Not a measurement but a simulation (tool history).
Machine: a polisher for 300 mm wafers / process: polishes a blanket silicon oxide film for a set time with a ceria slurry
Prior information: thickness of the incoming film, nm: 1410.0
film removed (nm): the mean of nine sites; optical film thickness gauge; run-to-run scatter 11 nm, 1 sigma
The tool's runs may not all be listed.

| run | hour | flow of slurry (ml/min) | pressure of the wafer on the pad (psi) | speed of the pad under the wafer (m/s) | polishing time (s) | film removed (nm) |
|---|---|---|---|---|---|---|
| 1 | 0.0 | 190 | 2.5 | 1.38 | 125 | 526.87 |
| 2 | 7.3 | 190 | 2.5 | 1.38 | 131 | 553.37 |
| 3 | 9.2 | 190 | 1.9 | 1.38 | 131 | 428.09 |
| 4 | 17.2 | 190 | 2.2 | 1.38 | 131 | 486.05 |
| 5 | 25.3 | 190 | 1.6 | 1.38 | 131 | 363.96 |
|  | 32.9 | slurry nozzle cleaned |
| 6 | 32.9 | 190 | 1.8 | 1.38 | 131 | 420.65 |
| 7 | 37.8 | 190 | 2.0 | 1.38 | 131 | 473.27 |
| 8 | 46.1 | 190 | 2.1 | 1.38 | 131 | 481.75 |

What will run 9 give?
| 9 | 47.6 | 195 | 2.8 | 1.46 | 131 | ? |

Run 9 produced film removed (nm) 691.97.
